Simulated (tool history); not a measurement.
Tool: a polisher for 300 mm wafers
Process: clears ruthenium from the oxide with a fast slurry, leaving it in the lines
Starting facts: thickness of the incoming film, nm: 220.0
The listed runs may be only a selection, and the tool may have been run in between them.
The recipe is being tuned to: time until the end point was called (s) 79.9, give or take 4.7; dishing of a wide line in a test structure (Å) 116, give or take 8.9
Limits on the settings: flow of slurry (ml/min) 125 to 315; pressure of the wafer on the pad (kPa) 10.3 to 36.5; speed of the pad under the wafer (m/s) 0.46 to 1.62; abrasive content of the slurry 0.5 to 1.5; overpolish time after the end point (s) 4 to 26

run	day	flow of slurry (ml/min)	pressure of the wafer on the pad (kPa)	speed of the pad under the wafer (m/s)	abrasive content of the slurry	overpolish time after the end point (s)	time until the end point was called (s)	dishing of a wide line in a test structure (Å)
1	0	205	23.4	1.04	1	13	36.709	684.88
2	0.233	205	20.7	0.86	0.95	10	51.357	425.85
3	0.496	200	17.9	0.78	0.95	8	65.148	270.15
4	0.542	175	15.9	0.76	1.1	7	74.888	221.67
5	0.9	160	13.8	0.8	1.25	6	81.2	173.68
6	1.062	150	12.4	0.86	1.35	5	79.469	139.35
7	1.371	145	12.4	0.88	1.4	5	77.738	142.76
8	1.725	140	11.7	0.9	1.45	5	82.914	147.6

Below are 5 possible settings for the next run. Only one of them brings all results inside the allowed miss of their targets. Which is it?
A	2.079	160	10.3	0.9	1.45	4	?	?
B	2.079	130	12.4	0.92	1.35	7	?	?
C	2.079	175	11	0.86	1.4	8	?	?
D	2.079	150	11	0.96	1.45	4	?	?
E	2.079	125	13.8	0.78	1.35	8	?	?

move	time until the end point was called (s)	dishing of a wide line in a test structure (Å)
A	87.119	102.53
B	76.711	199.43
C	85.16	205.04
D	78.041	114.17
E	82.193	212.1
A: moves the result that the last run missed by most past its target, out the other side
B: its largest miss is bigger than the last run's
C: its largest miss is bigger than the last run's
D: meets every target
E: its largest miss is bigger than the last run's
Correct choice: D, which meets every target
